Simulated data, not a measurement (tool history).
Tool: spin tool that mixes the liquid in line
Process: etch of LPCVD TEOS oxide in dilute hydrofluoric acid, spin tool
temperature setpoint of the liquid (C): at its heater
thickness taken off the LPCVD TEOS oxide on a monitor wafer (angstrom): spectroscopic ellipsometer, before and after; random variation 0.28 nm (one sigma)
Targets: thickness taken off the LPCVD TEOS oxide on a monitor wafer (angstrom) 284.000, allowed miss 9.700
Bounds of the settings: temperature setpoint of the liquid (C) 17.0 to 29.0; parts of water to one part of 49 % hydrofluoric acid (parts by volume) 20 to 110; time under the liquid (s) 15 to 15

| run | hour | temperature setpoint of the liquid (C) | parts of water to one part of 49 % hydrofluoric acid (parts by volume) | time under the liquid (s) | thickness taken off the LPCVD TEOS oxide on a monitor wafer (angstrom) |
|---|---|---|---|---|---|
| 1 | 0.0 | 21.0 | 60 | 15 | 93.128 |
| 2 | 6.7 | 21.0 | 45 | 15 | 125.510 |
| 3 | 15.4 | 23.0 | 40 | 15 | 154.060 |
| 4 | 19.8 | 23.0 | 30 | 15 | 209.490 |
| 5 | 25.0 | 24.5 | 30 | 15 | 217.150 |
| 6 | 28.9 | 22.5 | 30 | 15 | 204.860 |
| 7 | 30.4 | 24.0 | 30 | 15 | 218.890 |
| 8 | 35.8 | 28.0 | 25 | 15 | 306.470 |
| 9 | 39.8 | 27.5 | 25 | 15 | 300.450 |

4 next moves are on the table. One of them brings every result within its allowed miss. Which?
| A | 43.8 | 28.0 | 25 | 15 | ? |
| B | 43.8 | 24.0 | 25 | 15 | ? |
| C | 43.8 | 23.0 | 20 | 15 | ? |
| D | 43.8 | 26.0 | 25 | 15 | ? |

| move | thickness taken off the LPCVD TEOS oxide on a monitor wafer (angstrom) |
|---|---|
| A | 313.280 |
| B | 265.450 |
| C | 320.210 |
| D | 288.550 |
A: further off than the last run
B: takes the result that was furthest off past its target
C: further off than the last run
D: meets every target
The right move is D.
